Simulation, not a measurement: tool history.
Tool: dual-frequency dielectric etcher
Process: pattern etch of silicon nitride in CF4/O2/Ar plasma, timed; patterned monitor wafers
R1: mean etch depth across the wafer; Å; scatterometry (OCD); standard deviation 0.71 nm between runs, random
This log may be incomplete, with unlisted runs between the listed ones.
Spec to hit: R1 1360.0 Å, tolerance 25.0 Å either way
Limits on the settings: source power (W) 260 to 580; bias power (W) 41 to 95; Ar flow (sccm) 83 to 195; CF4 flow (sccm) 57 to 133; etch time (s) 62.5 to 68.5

{"run": 1, "day": 0.0, "source power (W)": 420, "bias power (W)": 68, "Ar flow (sccm)": 139, "CF4 flow (sccm)": 95, "etch time (s)": 68.5, "R1": 1187.4}
{"run": 2, "day": 0.317, "source power (W)": 420, "bias power (W)": 62, "Ar flow (sccm)": 139, "CF4 flow (sccm)": 95, "etch time (s)": 68.5, "R1": 1127.1}
{"run": 3, "day": 0.379, "source power (W)": 430, "bias power (W)": 62, "Ar flow (sccm)": 139, "CF4 flow (sccm)": 95, "etch time (s)": 68.5, "R1": 1149.7}
{"run": 4, "day": 0.421, "source power (W)": 440, "bias power (W)": 62, "Ar flow (sccm)": 139, "CF4 flow (sccm)": 95, "etch time (s)": 68.5, "R1": 1168.5}
{"run": 5, "day": 0.771, "source power (W)": 440, "bias power (W)": 62, "Ar flow (sccm)": 139, "CF4 flow (sccm)": 95, "etch time (s)": 62.5, "R1": 1062.6}
{"run": 6, "day": 0.892, "source power (W)": 460, "bias power (W)": 63, "Ar flow (sccm)": 139, "CF4 flow (sccm)": 95, "etch time (s)": 62.5, "R1": 1101.4}
{"run": 7, "day": 1.229, "source power (W)": 480, "bias power (W)": 65, "Ar flow (sccm)": 138, "CF4 flow (sccm)": 95, "etch time (s)": 62.5, "R1": 1144.9}
{"run": 8, "day": 1.358, "source power (W)": 490, "bias power (W)": 67, "Ar flow (sccm)": 137, "CF4 flow (sccm)": 95, "etch time (s)": 62.5, "R1": 1173.7}
{"run": 9, "day": 1.554, "source power (W)": 500, "bias power (W)": 68, "Ar flow (sccm)": 136, "CF4 flow (sccm)": 95, "etch time (s)": 62.5, "R1": 1200.5}
{"run": 10, "day": 1.625, "source power (W)": 510, "bias power (W)": 69, "Ar flow (sccm)": 136, "CF4 flow (sccm)": 95, "etch time (s)": 62.5, "R1": 1209.9}
{"run": 11, "day": 1.9, "source power (W)": 520, "bias power (W)": 70, "Ar flow (sccm)": 135, "CF4 flow (sccm)": 95, "etch time (s)": 62.5, "R1": 1234.6}
{"run": 12, "day": 2.083, "source power (W)": 530, "bias power (W)": 71, "Ar flow (sccm)": 135, "CF4 flow (sccm)": 95, "etch time (s)": 62.5, "R1": 1263.1}
{"run": 13, "day": 2.408, "source power (W)": 540, "bias power (W)": 72, "Ar flow (sccm)": 135, "CF4 flow (sccm)": 95, "etch time (s)": 62.5, "R1": 1277.6}
{"run": 14, "day": 2.529, "source power (W)": 550, "bias power (W)": 73, "Ar flow (sccm)": 135, "CF4 flow (sccm)": 95, "etch time (s)": 62.5, "R1": 1301.3}

4 candidate next runs follow, results not yet known. Just one meets every target within its allowed miss. Identify it.
{"run": "A", "day": 2.65, "source power (W)": 520, "bias power (W)": 84, "Ar flow (sccm)": 140, "CF4 flow (sccm)": 99, "etch time (s)": 62.5, "R1": "?"}
{"run": "B", "day": 2.65, "source power (W)": 510, "bias power (W)": 70, "Ar flow (sccm)": 102, "CF4 flow (sccm)": 70, "etch time (s)": 62.5, "R1": "?"}
{"run": "C", "day": 2.65, "source power (W)": 490, "bias power (W)": 77, "Ar flow (sccm)": 194, "CF4 flow (sccm)": 94, "etch time (s)": 65.5, "R1": "?"}
{"run": "D", "day": 2.65, "source power (W)": 530, "bias power (W)": 63, "Ar flow (sccm)": 123, "CF4 flow (sccm)": 83, "etch time (s)": 64.5, "R1": "?"}

move=A R1=1345.7
move=B R1=1233.0
move=C R1=1238.7
move=D R1=1224.7
A: meets every target
B: moves away from the targets compared with the last run
C: moves away from the targets compared with the last run
D: moves away from the targets compared with the last run
The right move is A.

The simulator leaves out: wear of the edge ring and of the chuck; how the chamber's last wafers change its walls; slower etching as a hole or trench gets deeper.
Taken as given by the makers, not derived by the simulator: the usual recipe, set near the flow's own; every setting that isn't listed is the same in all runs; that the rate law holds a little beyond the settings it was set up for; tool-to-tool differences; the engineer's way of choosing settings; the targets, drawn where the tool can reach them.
